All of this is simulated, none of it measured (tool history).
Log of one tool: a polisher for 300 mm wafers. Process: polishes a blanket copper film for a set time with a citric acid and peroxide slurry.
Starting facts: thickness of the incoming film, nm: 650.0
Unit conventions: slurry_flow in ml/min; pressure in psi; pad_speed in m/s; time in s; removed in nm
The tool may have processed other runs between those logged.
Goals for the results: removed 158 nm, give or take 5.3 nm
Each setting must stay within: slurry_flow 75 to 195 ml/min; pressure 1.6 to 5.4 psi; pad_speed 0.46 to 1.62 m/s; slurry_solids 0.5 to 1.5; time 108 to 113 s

run,hour,slurry_flow,pressure,pad_speed,slurry_solids,time,removed
1,0,125,3.5,1.04,1,108,257.03
2,6.7,125,3.1,1.04,1,108,224.93
3,10.4,120,2.9,1.04,1,108,208.65
4,11,120,2.9,1.28,1,108,255.4
5,12.6,90,2.9,1.28,1,108,239.31
6,14.8,90,3.3,1.28,1,108,262.48
7,23.2,90,3,1.28,1,108,239.24
8,28.2,90,2.8,1.28,1,108,225

Which of these 5 next moves meets every target?
A,33.2,80,2.5,1.34,0.8,108,?
B,33.2,80,2.1,1.4,1.05,108,?
C,33.2,85,3.4,1.44,1.05,108,?
D,33.2,75,1.9,1.16,0.95,108,?
E,33.2,95,1.8,1.34,1.1,108,?

move,removed
A,191.77
B,176.88
C,292.36
D,132.11
E,156.81
A: nearer than the last run, and not there yet
B: nearer than the last run, and not there yet
C: moves away from the targets compared with the last run
D: pushes the last run's worst result past its target
E: each result inside its tolerance
So the answer is move E, the one that meets all the targets.

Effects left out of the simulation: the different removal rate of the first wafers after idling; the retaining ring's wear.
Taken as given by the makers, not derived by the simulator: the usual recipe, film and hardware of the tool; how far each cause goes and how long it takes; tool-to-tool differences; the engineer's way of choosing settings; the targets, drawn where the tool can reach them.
